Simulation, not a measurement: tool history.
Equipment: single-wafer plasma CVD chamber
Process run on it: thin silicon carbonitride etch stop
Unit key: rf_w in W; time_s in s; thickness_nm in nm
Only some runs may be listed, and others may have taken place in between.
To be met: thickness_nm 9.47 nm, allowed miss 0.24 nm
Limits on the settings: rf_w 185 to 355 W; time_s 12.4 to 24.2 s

run    day  rf_w  time_s  thickness_nm
  1      0   270    18.3        10.337
  2  0.088   295    18.3        10.681
  3  0.433   255    18.3        10.249
  4  0.746   270    18.3        10.369
  5  0.946   240    18.3        10.041
  6  1.046   240    16.4        9.0169
  7  1.262   245    16.5        9.1167
  8  1.371   250    16.6        9.1892

Next run, 5 choices. One meets every target within its allowed miss, the rest don't. Which?
  A  1.479   235    16.1             ?
  B  1.479   285    15.6             ?
  C  1.479   280    16.5             ?
  D  1.479   220    16.7             ?
  E  1.479   245    16.2             ?

move  thickness_nm
   A        8.7827
   B        8.9836
   C        9.4545
   D        8.9443
   E        8.9408
A: the biggest miss grows against the last run
B: the biggest miss grows against the last run
C: each result inside its tolerance
D: the biggest miss grows against the last run
E: the biggest miss grows against the last run
The move that meets every target is C.

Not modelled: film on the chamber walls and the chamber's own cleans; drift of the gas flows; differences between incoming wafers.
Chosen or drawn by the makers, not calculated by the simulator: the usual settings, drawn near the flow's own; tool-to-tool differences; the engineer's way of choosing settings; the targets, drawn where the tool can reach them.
